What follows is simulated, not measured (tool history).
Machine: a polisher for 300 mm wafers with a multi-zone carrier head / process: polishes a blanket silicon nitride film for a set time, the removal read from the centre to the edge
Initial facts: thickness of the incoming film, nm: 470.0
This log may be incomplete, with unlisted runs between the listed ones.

run  hour  flow of slurry (ml/min)  pressure of the head's centre zone  pressure of the head's middle zone  pressure of the head's edge zone  polishing time (s)  film removed at the wafer's centre (nm)  film removed at mid-radius (nm)  film removed at the wafer's edge (nm)
  1     0                      190                                   1                                   1                                 1                  31                                    33.67                           34.338                                 36.128
  2     9                      190                                   1                                   1                                 1                  37                                    40.38                            41.93                                 42.995
  3  15.8                      190                                1.01                                1.02                              0.96                  33                                   37.098                           37.379                                 38.019
  4  18.1                      195                                1.01                                1.06                              0.93                  29                                   32.194                           33.224                                 32.622
     25.1  -- edge zone pressure recalibrated
  5  25.1                      195                                1.02                                1.08                              0.91                  27                                    30.17                            32.04                                 29.242
  6  28.1                      195                                1.05                                1.08                              0.91                  27                                   30.731                            31.56                                 29.145

For run 7, what comes out?
  7  34.9                      185                                1.03                                1.06                              0.82                  18                                        ?                                ?                                      ?

Run 7 yielded film removed at the wafer's centre (nm) 20.198, film removed at mid-radius (nm) 20.616, film removed at the wafer's edge (nm) 18.402.

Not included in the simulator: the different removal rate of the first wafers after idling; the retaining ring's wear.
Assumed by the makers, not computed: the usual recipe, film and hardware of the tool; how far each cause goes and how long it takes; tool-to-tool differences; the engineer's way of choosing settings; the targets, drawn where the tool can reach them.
